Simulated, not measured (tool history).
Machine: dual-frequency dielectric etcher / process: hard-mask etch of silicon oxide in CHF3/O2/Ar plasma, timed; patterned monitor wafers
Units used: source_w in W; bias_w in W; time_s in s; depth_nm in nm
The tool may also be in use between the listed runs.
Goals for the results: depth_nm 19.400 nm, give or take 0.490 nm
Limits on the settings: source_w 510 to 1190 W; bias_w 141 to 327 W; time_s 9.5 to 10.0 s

{"run": 1, "day": 0.0, "source_w": 850, "bias_w": 234, "time_s": 10.0, "depth_nm": 23.29}
{"run": 2, "day": 0.271, "source_w": 850, "bias_w": 234, "time_s": 9.5, "depth_nm": 21.938}
{"run": 3, "day": 0.642, "source_w": 850, "bias_w": 234, "time_s": 9.5, "depth_nm": 22.143}
{"run": 4, "day": 0.983, "source_w": 790, "bias_w": 228, "time_s": 9.5, "depth_nm": 21.197}
{"run": 5, "day": 1.188, "source_w": 930, "bias_w": 228, "time_s": 9.5, "depth_nm": 22.404}
{"run": 6, "day": 1.512, "source_w": 860, "bias_w": 220, "time_s": 9.5, "depth_nm": 21.45}
{"run": 7, "day": 1.879, "source_w": 810, "bias_w": 216, "time_s": 9.5, "depth_nm": 20.827}
{"run": 8, "day": 1.971, "source_w": 670, "bias_w": 203, "time_s": 9.5, "depth_nm": 18.737}

Of the 4 settings listed for the next run, only one would bring every result within its allowed miss of target. Which one?
{"run": "A", "day": 2.062, "source_w": 590, "bias_w": 192, "time_s": 10.0, "depth_nm": "?"}
{"run": "B", "day": 2.062, "source_w": 720, "bias_w": 161, "time_s": 10.0, "depth_nm": "?"}
{"run": "C", "day": 2.062, "source_w": 640, "bias_w": 197, "time_s": 9.5, "depth_nm": "?"}
{"run": "D", "day": 2.062, "source_w": 680, "bias_w": 197, "time_s": 10.0, "depth_nm": "?"}

move=A depth_nm=18.326
move=B depth_nm=17.534
move=C depth_nm=18.163
move=D depth_nm=19.509
A: lands further from the targets than the last run did
B: lands further from the targets than the last run did
C: lands further from the targets than the last run did
D: every result lands within tolerance
The move that meets every target is D.
